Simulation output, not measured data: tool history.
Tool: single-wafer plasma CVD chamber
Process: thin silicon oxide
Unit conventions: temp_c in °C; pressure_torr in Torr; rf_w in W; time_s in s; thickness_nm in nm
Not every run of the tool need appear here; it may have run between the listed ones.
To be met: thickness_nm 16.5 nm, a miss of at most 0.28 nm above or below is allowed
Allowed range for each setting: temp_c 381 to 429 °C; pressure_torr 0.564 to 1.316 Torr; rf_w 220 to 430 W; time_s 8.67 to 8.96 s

run	hour	temp_c	pressure_torr	rf_w	time_s	thickness_nm
1	0	405	0.94	325	8.67	19.375
2	8.7	405	0.94	290	8.67	18.635
3	9.9	405	0.94	250	8.67	17.966
4	17.1	411	0.94	250	8.67	17.791
5	20.3	411	0.919	250	8.67	17.627
6	25.4	404	0.919	250	8.67	17.757
7	33.1	404	0.818	250	8.67	15.751
8	39.4	404	0.828	250	8.67	16.005

Exercise: of the 4 proposed moves below, exactly one satisfies all targets within the stated allowed misses. Which move is it?
A	45.7	407	0.771	320	8.67	?
B	45.7	408	0.864	225	8.91	?
C	45.7	409	0.806	265	8.84	?
D	45.7	396	0.845	255	8.96	?

move	thickness_nm
A	15.67
B	16.532
C	15.935
D	16.94
A: the biggest miss grows against the last run
B: all results land within tolerance of their targets
C: the biggest miss grows against the last run
D: takes the biggest miss from the last run beyond its target
Answer: B
